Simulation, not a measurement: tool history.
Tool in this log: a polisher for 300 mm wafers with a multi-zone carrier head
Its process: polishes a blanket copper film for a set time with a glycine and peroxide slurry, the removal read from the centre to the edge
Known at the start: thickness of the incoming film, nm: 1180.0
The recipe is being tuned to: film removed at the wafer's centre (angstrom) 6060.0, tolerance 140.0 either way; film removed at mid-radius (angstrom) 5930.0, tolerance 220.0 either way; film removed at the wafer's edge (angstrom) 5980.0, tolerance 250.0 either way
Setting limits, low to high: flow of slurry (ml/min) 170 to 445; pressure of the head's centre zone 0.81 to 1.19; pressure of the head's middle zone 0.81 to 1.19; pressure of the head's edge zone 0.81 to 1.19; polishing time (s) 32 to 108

run,day,flow of slurry (ml/min),pressure of the head's centre zone,pressure of the head's middle zone,pressure of the head's edge zone,polishing time (s),film removed at the wafer's centre (angstrom),film removed at mid-radius (angstrom),film removed at the wafer's edge (angstrom)
1,0.000,285,1.00,1.00,1.00,70,4092.1,4049.0,4259.6
2,0.204,285,1.00,1.00,0.91,70,4151.0,3914.6,4083.4
3,0.417,295,1.03,1.02,0.97,75,4594.9,4325.7,4470.5
4,0.708,295,1.03,1.02,1.02,75,4579.4,4348.1,4563.7
5,1.038,295,1.03,1.02,0.97,75,4546.1,4397.3,4537.7
6,1.312,350,1.03,1.02,0.97,75,4657.9,4465.7,4555.7
7,1.625,350,1.04,1.04,1.01,79,4952.3,4669.1,4948.8
8,1.917,350,1.05,1.08,1.01,83,5259.4,5180.2,5055.5

5 candidate next runs follow, results not yet known. Just one meets every target within its allowed miss. Identify it.
A,2.208,365,0.96,1.08,0.99,72,?,?,?
B,2.208,415,1.03,1.06,1.00,96,?,?,?
C,2.208,385,1.04,0.81,1.09,88,?,?,?
D,2.208,385,0.97,1.00,1.11,95,?,?,?
E,2.208,260,0.93,1.03,1.09,101,?,?,?

move,film removed at the wafer's centre (angstrom),film removed at mid-radius (angstrom),film removed at the wafer's edge (angstrom)
A,4202.8,4557.0,4334.2
B,6076.8,6046.7,5844.6
C,5583.8,4560.5,5538.6
D,5625.6,5706.4,6011.2
E,5521.3,5992.4,6178.5
A: the biggest miss grows against the last run
B: in spec on every target
C: the biggest miss grows against the last run
D: closes in on the targets versus the last run, not all within tolerance yet
E: closes in on the targets versus the last run, not all within tolerance yet
B is the move that brings every result within its allowed miss.

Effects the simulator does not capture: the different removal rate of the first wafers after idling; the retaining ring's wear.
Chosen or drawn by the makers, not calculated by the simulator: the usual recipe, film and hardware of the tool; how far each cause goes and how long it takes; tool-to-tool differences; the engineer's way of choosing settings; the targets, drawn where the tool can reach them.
